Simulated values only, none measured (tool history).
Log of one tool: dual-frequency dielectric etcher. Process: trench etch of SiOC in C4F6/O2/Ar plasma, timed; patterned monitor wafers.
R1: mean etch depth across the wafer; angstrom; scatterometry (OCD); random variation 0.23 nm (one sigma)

{"run": 1, "hour": 0.0, "source power (kW)": 0.43, "bias power (kW)": 0.141, "etch time (s)": 26.5, "R1": 504.13}
{"run": 2, "hour": 7.4, "source power (kW)": 0.43, "bias power (kW)": 0.141, "etch time (s)": 26.5, "R1": 502.43}
{"run": 3, "hour": 14.1, "source power (kW)": 0.36, "bias power (kW)": 0.141, "etch time (s)": 26.5, "R1": 457.68}
{"run": 4, "hour": 17.9, "source power (kW)": 0.4, "bias power (kW)": 0.142, "etch time (s)": 26.5, "R1": 487.49}
{"run": 5, "hour": 19.5, "source power (kW)": 0.43, "bias power (kW)": 0.143, "etch time (s)": 26.5, "R1": 505.67}
{"run": 6, "hour": 25.1, "source power (kW)": 0.39, "bias power (kW)": 0.143, "etch time (s)": 26.5, "R1": 479.31}
{"run": 7, "hour": 33.7, "source power (kW)": 0.42, "bias power (kW)": 0.144, "etch time (s)": 26.5, "R1": 498.55}
{"run": 8, "hour": 37.2, "source power (kW)": 0.45, "bias power (kW)": 0.145, "etch time (s)": 26.5, "R1": 520.98}
{"run": 9, "hour": 40.7, "source power (kW)": 0.47, "bias power (kW)": 0.146, "etch time (s)": 26.5, "R1": 529.58}
{"run": 10, "hour": 46.8, "source power (kW)": 0.49, "bias power (kW)": 0.147, "etch time (s)": 26.5, "R1": 544.23}
{"run": 11, "hour": 53.7, "source power (kW)": 0.5, "bias power (kW)": 0.147, "etch time (s)": 26.5, "R1": 548.88}
{"run": 12, "hour": 57.8, "source power (kW)": 0.51, "bias power (kW)": 0.147, "etch time (s)": 26.5, "R1": 553.7}
{"run": 13, "hour": 62.7, "source power (kW)": 0.52, "bias power (kW)": 0.147, "etch time (s)": 26.5, "R1": 557.57}
{"run": 14, "hour": 64.0, "source power (kW)": 0.53, "bias power (kW)": 0.147, "etch time (s)": 26.5, "R1": 565.15}
{"run": 15, "hour": 64.6, "source power (kW)": 0.54, "bias power (kW)": 0.147, "etch time (s)": 26.5, "R1": 566.45}
{"run": 16, "hour": 70.4, "source power (kW)": 0.55, "bias power (kW)": 0.147, "etch time (s)": 26.5, "R1": 575.26}

The next listed run, before its measurement:
{"run": 17, "hour": 72.3, "source power (kW)": 0.56, "bias power (kW)": 0.147, "etch time (s)": 26.5, "R1": "?"}

Run 17 gave R1 577.72 angstrom.
